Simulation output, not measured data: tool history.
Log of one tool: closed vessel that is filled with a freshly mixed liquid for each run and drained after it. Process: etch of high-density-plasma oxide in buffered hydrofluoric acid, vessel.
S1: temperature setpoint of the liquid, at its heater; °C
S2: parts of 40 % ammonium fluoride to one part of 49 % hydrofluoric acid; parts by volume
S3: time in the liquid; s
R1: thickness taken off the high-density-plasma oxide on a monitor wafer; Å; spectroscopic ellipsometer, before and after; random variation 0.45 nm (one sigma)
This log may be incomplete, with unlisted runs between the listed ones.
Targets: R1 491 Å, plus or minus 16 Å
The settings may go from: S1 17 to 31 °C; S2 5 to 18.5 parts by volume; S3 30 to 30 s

Run 1, day 0: S1 23 °C, S2 11.5 parts by volume, S3 30 s. Result: R1 526.77 Å.
Run 2, day 0.308: S1 23 °C, S2 9.5 parts by volume, S3 30 s. Result: R1 617.84 Å.
Run 3, day 0.688: S1 23 °C, S2 8 parts by volume, S3 30 s. Result: R1 719.78 Å.
Run 4, day 0.9: S1 22 °C, S2 8 parts by volume, S3 30 s. Result: R1 683.96 Å.
Run 5, day 1.258: S1 21 °C, S2 8 parts by volume, S3 30 s. Result: R1 653.73 Å.
At day 1.571: thermometer replaced.
Run 6, day 1.571: S1 24 °C, S2 8 parts by volume, S3 30 s. Result: R1 867.84 Å.
Run 7, day 1.738: S1 23 °C, S2 8 parts by volume, S3 30 s. Result: R1 828.91 Å.
Run 8, day 1.792: S1 22 °C, S2 8 parts by volume, S3 30 s. Result: R1 784.87 Å.
Run 9, day 2: S1 22 °C, S2 8 parts by volume, S3 30 s. Result: R1 786.31 Å.
Run 10, day 2.338: S1 21 °C, S2 8.5 parts by volume, S3 30 s. Result: R1 690.01 Å.
Run 11, day 2.721: S1 20.5 °C, S2 9 parts by volume, S3 30 s. Result: R1 636.43 Å.
Run 12, day 3.096: S1 20 °C, S2 9.5 parts by volume, S3 30 s. Result: R1 589 Å.
Run 13, day 3.262: S1 19.5 °C, S2 9.5 parts by volume, S3 30 s. Result: R1 576.18 Å.
Run 14, day 3.429: S1 19 °C, S2 9.5 parts by volume, S3 30 s. Result: R1 563.68 Å.
Run 15, day 3.792: S1 18.5 °C, S2 9.5 parts by volume, S3 30 s. Result: R1 541.33 Å.
Run 16, day 4.142: S1 18 °C, S2 9.5 parts by volume, S3 30 s. Result: R1 528.97 Å.
Run 17, day 4.404: S1 17.5 °C, S2 9.5 parts by volume, S3 30 s. Result: R1 513.85 Å.

Which of these 4 next moves meets every target?
Run A, day 4.667: S1 19 °C, S2 12 parts by volume, S3 30 s. Result: R1 ?.
Run B, day 4.667: S1 17.5 °C, S2 11 parts by volume, S3 30 s. Result: R1 ?.
Run C, day 4.667: S1 17 °C, S2 9 parts by volume, S3 30 s. Result: R1 ?.
Run D, day 4.667: S1 17 °C, S2 10 parts by volume, S3 30 s. Result: R1 ?.

move      R1
   A  451.44
   B  451.46
   C  514.54
   D  481.48
A: carries the result that was furthest off beyond its target, to the other side
B: carries the result that was furthest off beyond its target, to the other side
C: no nearer and no further than the last run
D: meets every target
The right move is D.

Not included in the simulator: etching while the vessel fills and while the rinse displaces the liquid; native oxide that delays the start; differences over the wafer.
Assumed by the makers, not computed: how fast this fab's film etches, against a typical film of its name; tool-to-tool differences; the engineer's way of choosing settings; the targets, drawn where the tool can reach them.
